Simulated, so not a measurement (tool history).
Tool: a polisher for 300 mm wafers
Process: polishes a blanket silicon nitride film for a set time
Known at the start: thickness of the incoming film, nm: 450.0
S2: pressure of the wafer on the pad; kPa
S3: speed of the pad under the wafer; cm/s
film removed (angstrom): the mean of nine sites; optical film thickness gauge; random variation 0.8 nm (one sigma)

Run 1, hour 0: flow of slurry (ml/min) 305, S2 32.4 kPa, S3 130 cm/s, polishing time (s) 41. Result: film removed (angstrom) 939.97.
Run 2, hour 8.8: flow of slurry (ml/min) 305, S2 31 kPa, S3 130 cm/s, polishing time (s) 41. Result: film removed (angstrom) 910.6.
Run 3, hour 16.3: flow of slurry (ml/min) 230, S2 31 kPa, S3 130 cm/s, polishing time (s) 41. Result: film removed (angstrom) 876.4.
Run 4, hour 24.3: flow of slurry (ml/min) 230, S2 30.3 kPa, S3 130 cm/s, polishing time (s) 41. Result: film removed (angstrom) 851.83.
Run 5, hour 32.2: flow of slurry (ml/min) 230, S2 30.3 kPa, S3 130 cm/s, polishing time (s) 41. Result: film removed (angstrom) 856.26.
Run 6, hour 35.8: flow of slurry (ml/min) 230, S2 30.3 kPa, S3 130 cm/s, polishing time (s) 41. Result: film removed (angstrom) 858.54.
Run 7, hour 43.4: flow of slurry (ml/min) 230, S2 29.6 kPa, S3 130 cm/s, polishing time (s) 41. Result: film removed (angstrom) 858.99.

Forecast run 8:
Run 8, hour 51.9: flow of slurry (ml/min) 230, S2 28.3 kPa, S3 130 cm/s, polishing time (s) 41. Result: film removed (angstrom) ?.

{"run 8": {"film removed (angstrom)": 797.49}}
